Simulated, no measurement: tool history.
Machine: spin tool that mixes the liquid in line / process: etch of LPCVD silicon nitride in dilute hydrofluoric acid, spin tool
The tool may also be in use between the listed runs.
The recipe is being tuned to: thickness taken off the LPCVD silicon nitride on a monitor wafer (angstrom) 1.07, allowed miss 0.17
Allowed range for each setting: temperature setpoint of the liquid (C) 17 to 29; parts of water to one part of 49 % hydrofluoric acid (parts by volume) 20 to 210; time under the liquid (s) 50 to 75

run  hour  temperature setpoint of the liquid (C)  parts of water to one part of 49 % hydrofluoric acid (parts by volume)  time under the liquid (s)  thickness taken off the LPCVD silicon nitride on a monitor wafer (angstrom)
  1     0                                      21                                                                     115                         75                                                                       2.8378
  2   4.8                                    20.5                                                                     130                         70                                                                       2.2458
  3    12                                      20                                                                     140                         65                                                                       1.8538
  4  16.2                                      22                                                                     140                         65                                                                        1.989
  5    20                                      22                                                                     150                         60                                                                       1.7663
  6  20.7                                      24                                                                     150                         60                                                                        2.216
  7  26.2                                      23                                                                     155                         60                                                                       1.8566
  8  30.5                                    22.5                                                                     160                         60                                                                       1.7109
  9  36.8                                      22                                                                     165                         60                                                                       1.7469
 10  40.9                                      18                                                                     210                         50                                                                      0.81441

Below are 4 possible settings for the next run. Only one of them brings all results inside the allowed miss of their targets. Which is it?
  A    45                                      21                                                                     190                         60                                                                            ?
  B    45                                      21                                                                     200                         75                                                                            ?
  C    45                                      20                                                                     205                         50                                                                            ?
  D    45                                      17                                                                     210                         50                                                                            ?

move  thickness taken off the LPCVD silicon nitride on a monitor wafer (angstrom)
   A                                                                       1.4399
   B                                                                       1.7119
   C                                                                       1.0438
   D                                                                       0.8357
A: pushes the last run's worst result past its target
B: pushes the last run's worst result past its target
C: all results in spec
D: moves toward the targets from the last run without getting all of them in spec
C is the move that brings every result within its allowed miss.
